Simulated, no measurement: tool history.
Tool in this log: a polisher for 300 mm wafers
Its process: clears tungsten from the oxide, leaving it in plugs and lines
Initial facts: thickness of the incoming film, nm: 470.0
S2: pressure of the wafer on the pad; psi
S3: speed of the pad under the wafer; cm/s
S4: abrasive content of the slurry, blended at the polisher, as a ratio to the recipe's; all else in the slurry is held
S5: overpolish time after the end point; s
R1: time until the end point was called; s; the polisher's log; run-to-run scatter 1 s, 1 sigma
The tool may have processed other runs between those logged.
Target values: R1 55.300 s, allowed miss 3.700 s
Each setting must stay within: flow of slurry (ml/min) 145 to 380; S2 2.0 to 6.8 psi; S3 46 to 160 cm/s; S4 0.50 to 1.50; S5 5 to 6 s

run 1 hour=0.0 | flow_of_slurry_(ml/min)=245 S2=4.4 S3=102 S4=1.00 S5=6 | R1=84.430
run 2 hour=7.8 | flow_of_slurry_(ml/min)=245 S2=4.8 S3=104 S4=1.00 S5=6 | R1=77.403
run 3 hour=13.1 | flow_of_slurry_(ml/min)=245 S2=5.1 S3=106 S4=1.00 S5=6 | R1=74.081
run 4 hour=19.4 | flow_of_slurry_(ml/min)=245 S2=5.1 S3=106 S4=0.80 S5=6 | R1=78.483
run 5 hour=25.6 | flow_of_slurry_(ml/min)=245 S2=5.1 S3=88 S4=0.80 S5=6 | R1=93.835
-- hour=33.8 slurry blender recalibrated
run 6 hour=33.8 | flow_of_slurry_(ml/min)=245 S2=5.1 S3=88 S4=0.80 S5=5 | R1=84.951
run 7 hour=41.6 | flow_of_slurry_(ml/min)=245 S2=6.3 S3=98 S4=0.80 S5=5 | R1=62.931
run 8 hour=48.8 | flow_of_slurry_(ml/min)=245 S2=6.4 S3=98 S4=0.80 S5=5 | R1=62.683
run 9 hour=49.5 | flow_of_slurry_(ml/min)=245 S2=6.5 S3=100 S4=0.80 S5=5 | R1=60.465
run 10 hour=54.8 | flow_of_slurry_(ml/min)=245 S2=6.6 S3=100 S4=0.80 S5=5 | R1=60.336

Which of these 4 next moves meets every target?
run A hour=60.1 | flow_of_slurry_(ml/min)=215 S2=6.3 S3=94 S4=0.85 S5=6 | R1=?
run B hour=60.1 | flow_of_slurry_(ml/min)=245 S2=6.8 S3=102 S4=0.80 S5=5 | R1=?
run C hour=60.1 | flow_of_slurry_(ml/min)=200 S2=5.9 S3=110 S4=0.75 S5=6 | R1=?
run D hour=60.1 | flow_of_slurry_(ml/min)=240 S2=5.8 S3=100 S4=0.90 S5=6 | R1=?

move=A R1=66.721
move=B R1=57.252
move=C R1=64.053
move=D R1=66.048
A: the biggest miss grows against the last run
B: every result lands within tolerance
C: the biggest miss grows against the last run
D: the biggest miss grows against the last run
The right move is B.
